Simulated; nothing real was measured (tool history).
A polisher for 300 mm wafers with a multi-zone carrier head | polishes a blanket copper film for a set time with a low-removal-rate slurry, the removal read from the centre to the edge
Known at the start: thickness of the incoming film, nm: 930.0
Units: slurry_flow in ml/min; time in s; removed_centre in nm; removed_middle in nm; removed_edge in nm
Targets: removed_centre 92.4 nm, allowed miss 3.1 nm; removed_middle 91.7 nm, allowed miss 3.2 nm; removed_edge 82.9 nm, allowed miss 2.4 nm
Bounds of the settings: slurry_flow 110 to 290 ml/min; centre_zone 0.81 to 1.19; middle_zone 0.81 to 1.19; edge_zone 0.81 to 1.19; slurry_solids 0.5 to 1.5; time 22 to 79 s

run 1 hour=0 | slurry_flow=185 centre_zone=1 middle_zone=1 edge_zone=1 slurry_solids=1 time=50 | removed_centre=116.69 removed_middle=113.74 removed_edge=115.35
run 2 hour=1.8 | slurry_flow=185 centre_zone=1 middle_zone=1 edge_zone=1 slurry_solids=1.2 time=50 | removed_centre=122.01 removed_middle=119.5 removed_edge=122.13
run 3 hour=3.4 | slurry_flow=185 centre_zone=1 middle_zone=1 edge_zone=0.98 slurry_solids=1.1 time=49 | removed_centre=117.91 removed_middle=116.67 removed_edge=115.43
run 4 hour=6.9 | slurry_flow=185 centre_zone=1 middle_zone=0.99 edge_zone=0.96 slurry_solids=1 time=48 | removed_centre=112.46 removed_middle=111.68 removed_edge=109.46
run 5 hour=15.9 | slurry_flow=185 centre_zone=1 middle_zone=0.98 edge_zone=0.95 slurry_solids=0.95 time=47 | removed_centre=107.91 removed_middle=105.2 removed_edge=105.87
run 6 hour=18.5 | slurry_flow=185 centre_zone=1.01 middle_zone=0.99 edge_zone=0.93 slurry_solids=0.9 time=47 | removed_centre=108.47 removed_middle=103.94 removed_edge=100.6
run 7 hour=19.8 | slurry_flow=180 centre_zone=1.01 middle_zone=0.99 edge_zone=0.92 slurry_solids=0.85 time=47 | removed_centre=106.53 removed_middle=101.85 removed_edge=99.769
run 8 hour=28.5 | slurry_flow=175 centre_zone=1.01 middle_zone=1 edge_zone=0.91 slurry_solids=0.8 time=47 | removed_centre=103.48 removed_middle=99.414 removed_edge=99.474
run 9 hour=30.3 | slurry_flow=185 centre_zone=1.01 middle_zone=1 edge_zone=0.9 slurry_solids=0.75 time=46 | removed_centre=99.425 removed_middle=96.367 removed_edge=94.321
run 10 hour=37.5 | slurry_flow=185 centre_zone=1.01 middle_zone=1 edge_zone=0.9 slurry_solids=0.75 time=46 | removed_centre=100.19 removed_middle=98.305 removed_edge=93.878
run 11 hour=38.5 | slurry_flow=185 centre_zone=1.01 middle_zone=1 edge_zone=0.89 slurry_solids=0.7 time=46 | removed_centre=98.169 removed_middle=95.913 removed_edge=92.697
run 12 hour=44.7 | slurry_flow=185 centre_zone=1.01 middle_zone=1 edge_zone=0.88 slurry_solids=0.7 time=46 | removed_centre=96.047 removed_middle=94.811 removed_edge=91.201
run 13 hour=49.3 | slurry_flow=190 centre_zone=1.01 middle_zone=1 edge_zone=0.87 slurry_solids=0.7 time=46 | removed_centre=98.525 removed_middle=95.924 removed_edge=90.894
run 14 hour=58.1 | slurry_flow=190 centre_zone=1.01 middle_zone=1 edge_zone=0.86 slurry_solids=0.7 time=46 | removed_centre=98.458 removed_middle=95.594 removed_edge=91.185
run 15 hour=58.6 | slurry_flow=190 centre_zone=1.01 middle_zone=1.01 edge_zone=0.85 slurry_solids=0.7 time=46 | removed_centre=98.737 removed_middle=94.662 removed_edge=90.083
run 16 hour=61 | slurry_flow=190 centre_zone=1.01 middle_zone=1.02 edge_zone=0.84 slurry_solids=0.7 time=46 | removed_centre=98.495 removed_middle=97.984 removed_edge=89.433

5 next moves are on the table. One of them brings every result within its allowed miss. Which?
run A hour=63.4 | slurry_flow=200 centre_zone=1.13 middle_zone=0.93 edge_zone=0.81 slurry_solids=0.65 time=46 | removed_centre=? removed_middle=? removed_edge=?
run B hour=63.4 | slurry_flow=145 centre_zone=1.05 middle_zone=0.86 edge_zone=0.93 slurry_solids=0.75 time=50 | removed_centre=? removed_middle=? removed_edge=?
run C hour=63.4 | slurry_flow=140 centre_zone=0.81 middle_zone=0.94 edge_zone=0.94 slurry_solids=0.8 time=49 | removed_centre=? removed_middle=? removed_edge=?
run D hour=63.4 | slurry_flow=190 centre_zone=0.98 middle_zone=0.96 edge_zone=0.88 slurry_solids=0.7 time=48 | removed_centre=? removed_middle=? removed_edge=?
run E hour=63.4 | slurry_flow=175 centre_zone=1.03 middle_zone=1.07 edge_zone=0.84 slurry_solids=0.6 time=45 | removed_centre=? removed_middle=? removed_edge=?

move=A removed_centre=103.54 removed_middle=88.524 removed_edge=87.567
move=B removed_centre=104.16 removed_middle=89.686 removed_edge=100.65
move=C removed_centre=87.259 removed_middle=94.182 removed_edge=100.25
move=D removed_centre=99.442 removed_middle=95.663 removed_edge=96.015
move=E removed_centre=90.632 removed_middle=90.928 removed_edge=83.362
A: further off than the last run
B: further off than the last run
C: further off than the last run
D: further off than the last run
E: meets every target
Move E is the one to make.
